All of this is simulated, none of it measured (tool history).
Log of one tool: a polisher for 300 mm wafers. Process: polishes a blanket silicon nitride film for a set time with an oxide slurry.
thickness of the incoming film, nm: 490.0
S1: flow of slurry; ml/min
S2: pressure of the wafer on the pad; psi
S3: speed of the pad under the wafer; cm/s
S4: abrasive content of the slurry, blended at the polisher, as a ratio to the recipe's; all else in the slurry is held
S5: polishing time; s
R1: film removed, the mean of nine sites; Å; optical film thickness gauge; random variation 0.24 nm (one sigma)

Run 1, day 0.000: S1 305 ml/min, S2 3.2 psi, S3 112 cm/s, S4 1.0, S5 27 s. Result: R1 186.16 Å.
Run 2, day 0.367: S1 355 ml/min, S2 3.2 psi, S3 112 cm/s, S4 1.0, S5 27 s. Result: R1 189.53 Å.
Run 3, day 0.704: S1 355 ml/min, S2 3.2 psi, S3 112 cm/s, S4 1.1, S5 27 s. Result: R1 195.96 Å.
Run 4, day 0.821: S1 390 ml/min, S2 3.2 psi, S3 112 cm/s, S4 1.1, S5 27 s. Result: R1 195.44 Å.
Run 5, day 0.925: S1 390 ml/min, S2 3.4 psi, S3 112 cm/s, S4 1.1, S5 27 s. Result: R1 210.59 Å.
Run 6, day 1.029: S1 390 ml/min, S2 3.5 psi, S3 112 cm/s, S4 1.1, S5 27 s. Result: R1 210.42 Å.
Run 7, day 1.354: S1 390 ml/min, S2 3.7 psi, S3 112 cm/s, S4 1.1, S5 27 s. Result: R1 221.79 Å.

The next listed run, before its measurement:
Run 8, day 1.671: S1 390 ml/min, S2 3.8 psi, S3 112 cm/s, S4 1.1, S5 27 s. Result: R1 ?.

Run 8 gave R1 226.96 Å.
